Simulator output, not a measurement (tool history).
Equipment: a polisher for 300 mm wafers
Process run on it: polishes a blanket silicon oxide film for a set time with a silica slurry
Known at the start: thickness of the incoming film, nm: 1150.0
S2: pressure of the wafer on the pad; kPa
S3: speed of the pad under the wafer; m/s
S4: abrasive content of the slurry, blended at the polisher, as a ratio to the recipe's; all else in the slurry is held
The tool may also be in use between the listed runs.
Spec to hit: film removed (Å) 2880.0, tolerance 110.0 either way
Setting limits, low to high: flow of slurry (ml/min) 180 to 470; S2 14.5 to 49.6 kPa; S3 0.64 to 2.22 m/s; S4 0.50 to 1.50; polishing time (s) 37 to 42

run 1 hour=0.0 | flow_of_slurry_(ml/min)=300 S2=31.7 S3=1.42 S4=1.00 polishing_time_(s)=42 | film_removed_(Å)=2109.0
run 2 hour=5.6 | flow_of_slurry_(ml/min)=300 S2=33.1 S3=1.42 S4=1.00 polishing_time_(s)=42 | film_removed_(Å)=2211.8
run 3 hour=7.4 | flow_of_slurry_(ml/min)=350 S2=33.1 S3=1.42 S4=1.00 polishing_time_(s)=42 | film_removed_(Å)=2217.4
run 4 hour=10.2 | flow_of_slurry_(ml/min)=350 S2=33.8 S3=1.42 S4=1.00 polishing_time_(s)=42 | film_removed_(Å)=2273.1
run 5 hour=13.4 | flow_of_slurry_(ml/min)=350 S2=34.5 S3=1.42 S4=1.00 polishing_time_(s)=42 | film_removed_(Å)=2340.4
run 6 hour=16.6 | flow_of_slurry_(ml/min)=350 S2=35.2 S3=1.42 S4=1.00 polishing_time_(s)=42 | film_removed_(Å)=2337.0
run 7 hour=22.0 | flow_of_slurry_(ml/min)=350 S2=35.9 S3=1.42 S4=1.00 polishing_time_(s)=42 | film_removed_(Å)=2385.0
run 8 hour=30.2 | flow_of_slurry_(ml/min)=350 S2=36.5 S3=1.42 S4=1.00 polishing_time_(s)=42 | film_removed_(Å)=2432.0
run 9 hour=39.0 | flow_of_slurry_(ml/min)=350 S2=37.2 S3=1.42 S4=1.00 polishing_time_(s)=42 | film_removed_(Å)=2510.7

Exercise: of the 4 proposed moves below, exactly one satisfies all targets within the stated allowed misses. Which move is it?
run A hour=47.8 | flow_of_slurry_(ml/min)=255 S2=31.0 S3=1.68 S4=1.00 polishing_time_(s)=39 | film_removed_(Å)=?
run B hour=47.8 | flow_of_slurry_(ml/min)=470 S2=35.9 S3=1.72 S4=1.05 polishing_time_(s)=42 | film_removed_(Å)=?
run C hour=47.8 | flow_of_slurry_(ml/min)=355 S2=46.2 S3=1.54 S4=0.95 polishing_time_(s)=42 | film_removed_(Å)=?
run D hour=47.8 | flow_of_slurry_(ml/min)=335 S2=44.8 S3=1.44 S4=1.15 polishing_time_(s)=42 | film_removed_(Å)=?

move=A film_removed_(Å)=2109.3
move=B film_removed_(Å)=2856.0
move=C film_removed_(Å)=3194.9
move=D film_removed_(Å)=3200.2
A: moves away from the targets compared with the last run
B: hits every target within its allowed miss
C: the result that was furthest off in the last run now lies on the other side of its target
D: the result that was furthest off in the last run now lies on the other side of its target
The right move is B.
